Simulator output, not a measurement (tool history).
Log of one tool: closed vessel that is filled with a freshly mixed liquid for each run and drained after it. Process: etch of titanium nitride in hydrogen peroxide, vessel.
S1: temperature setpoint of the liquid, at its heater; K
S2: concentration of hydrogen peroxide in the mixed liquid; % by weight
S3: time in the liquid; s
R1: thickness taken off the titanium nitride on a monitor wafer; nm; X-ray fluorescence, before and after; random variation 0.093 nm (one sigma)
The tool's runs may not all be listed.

| run | hour | S1 | S2 | S3 | R1 |
|---|---|---|---|---|---|
| 1 | 0 | 330.15 | 19.5 | 60 | 8.2523 |
| 2 | 5.9 | 332.15 | 19.5 | 60 | 9.5654 |
| 3 | 11.8 | 332.15 | 19.5 | 60 | 9.5371 |
| 4 | 13.9 | 327.65 | 19.5 | 60 | 6.9827 |
| 5 | 15.8 | 330.15 | 19.5 | 60 | 8.2903 |
| 6 | 20.4 | 330.15 | 19.5 | 45 | 6.1578 |
| 7 | 26.2 | 332.65 | 21 | 45 | 7.4474 |
| 8 | 33.2 | 334.65 | 19.5 | 45 | 8.4273 |
| 9 | 37.1 | 336.15 | 19.5 | 50 | 10.255 |
| 10 | 43.8 | 337.15 | 19 | 50 | 10.981 |

Run 11 comes next. What will it give?
| 11 | 47.4 | 337.65 | 18 | 50 | ? |

Run 11 gave R1 11.188 nm.

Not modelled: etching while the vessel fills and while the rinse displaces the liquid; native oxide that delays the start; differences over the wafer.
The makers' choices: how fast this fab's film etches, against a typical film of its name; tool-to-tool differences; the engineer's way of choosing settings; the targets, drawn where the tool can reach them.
